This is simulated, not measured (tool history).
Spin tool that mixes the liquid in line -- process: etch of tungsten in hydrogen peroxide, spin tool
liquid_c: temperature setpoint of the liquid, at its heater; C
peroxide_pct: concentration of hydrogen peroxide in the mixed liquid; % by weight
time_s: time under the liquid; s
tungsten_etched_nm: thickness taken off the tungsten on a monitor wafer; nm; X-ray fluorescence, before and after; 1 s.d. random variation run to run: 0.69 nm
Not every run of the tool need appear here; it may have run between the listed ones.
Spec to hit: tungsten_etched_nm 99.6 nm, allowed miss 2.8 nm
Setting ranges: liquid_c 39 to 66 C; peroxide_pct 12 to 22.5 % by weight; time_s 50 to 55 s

| run | hour | liquid_c | peroxide_pct | time_s | tungsten_etched_nm |
|---|---|---|---|---|---|
| 1 | 0 | 55 | 15.5 | 50 | 71.216 |
| 2 | 7.2 | 55 | 15.5 | 50 | 71.083 |
| 3 | 12 | 56.5 | 15.5 | 50 | 78.225 |
| 4 | 15 | 50.5 | 15.5 | 50 | 53.851 |
| 5 | 18.2 | 53 | 15.5 | 50 | 62.8 |
| 6 | 27.1 | 55 | 15.5 | 50 | 70.82 |
| 7 | 34.3 | 56.5 | 15.5 | 50 | 78.243 |
| 8 | 42.1 | 57.5 | 15.5 | 50 | 81.2 |
| 9 | 48.4 | 58.5 | 15.5 | 50 | 86.692 |

Of the 4 settings listed for the next run, only one would bring every result within its allowed miss of target. Which one?
| A | 54.7 | 58 | 14.5 | 50 | ? |
| B | 54.7 | 60 | 15.5 | 55 | ? |
| C | 54.7 | 59.5 | 14.5 | 55 | ? |
| D | 54.7 | 60.5 | 15.5 | 55 | ? |

| move | tungsten_etched_nm |
|---|---|
| A | 81.722 |
| B | 104.34 |
| C | 98.057 |
| D | 107.38 |
A: lands further from the targets than the last run did
B: pushes the last run's worst result past its target
C: in spec on every target
D: pushes the last run's worst result past its target
So the answer is move C, the one that meets all the targets.
